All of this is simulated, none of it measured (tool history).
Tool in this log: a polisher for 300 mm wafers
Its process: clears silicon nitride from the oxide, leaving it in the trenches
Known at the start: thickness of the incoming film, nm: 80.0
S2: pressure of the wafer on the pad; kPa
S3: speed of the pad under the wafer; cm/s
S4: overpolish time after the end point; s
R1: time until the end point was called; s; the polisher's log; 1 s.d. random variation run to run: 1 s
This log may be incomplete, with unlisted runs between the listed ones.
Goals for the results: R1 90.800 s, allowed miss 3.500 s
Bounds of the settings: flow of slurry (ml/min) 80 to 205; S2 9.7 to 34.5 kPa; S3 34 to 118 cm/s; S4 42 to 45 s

Run 1, day 0.000: flow of slurry (ml/min) 135, S2 22.1 kPa, S3 76 cm/s, S4 42 s. Result: R1 110.980 s.
Run 2, day 0.283: flow of slurry (ml/min) 135, S2 22.1 kPa, S3 76 cm/s, S4 42 s. Result: R1 113.060 s.
Run 3, day 0.658: flow of slurry (ml/min) 135, S2 22.1 kPa, S3 70 cm/s, S4 42 s. Result: R1 119.380 s.
Run 4, day 0.892: flow of slurry (ml/min) 135, S2 22.8 kPa, S3 70 cm/s, S4 42 s. Result: R1 116.130 s.
Run 5, day 1.229: flow of slurry (ml/min) 135, S2 23.4 kPa, S3 70 cm/s, S4 42 s. Result: R1 110.270 s.
Run 6, day 1.596: flow of slurry (ml/min) 135, S2 24.1 kPa, S3 70 cm/s, S4 42 s. Result: R1 111.460 s.
Run 7, day 1.912: flow of slurry (ml/min) 135, S2 24.8 kPa, S3 70 cm/s, S4 42 s. Result: R1 107.290 s.
Run 8, day 2.192: flow of slurry (ml/min) 135, S2 25.5 kPa, S3 70 cm/s, S4 42 s. Result: R1 102.070 s.
Run 9, day 2.400: flow of slurry (ml/min) 145, S2 26.9 kPa, S3 70 cm/s, S4 42 s. Result: R1 98.140 s.

Which of these 5 next moves meets every target?
Run A, day 2.608: flow of slurry (ml/min) 135, S2 29.0 kPa, S3 84 cm/s, S4 45 s. Result: R1 ?.
Run B, day 2.608: flow of slurry (ml/min) 140, S2 29.0 kPa, S3 76 cm/s, S4 45 s. Result: R1 ?.
Run C, day 2.608: flow of slurry (ml/min) 125, S2 22.8 kPa, S3 84 cm/s, S4 42 s. Result: R1 ?.
Run D, day 2.608: flow of slurry (ml/min) 135, S2 28.3 kPa, S3 72 cm/s, S4 42 s. Result: R1 ?.
Run E, day 2.608: flow of slurry (ml/min) 170, S2 22.1 kPa, S3 104 cm/s, S4 42 s. Result: R1 ?.

move       R1
   A   79.598
   B   85.880
   C  101.910
   D   92.339
   E   83.899
A: the result that was furthest off in the last run now lies on the other side of its target
B: the result that was furthest off in the last run now lies on the other side of its target
C: lands further from the targets than the last run did
D: hits every target within its allowed miss
E: the result that was furthest off in the last run now lies on the other side of its target
Answer: D
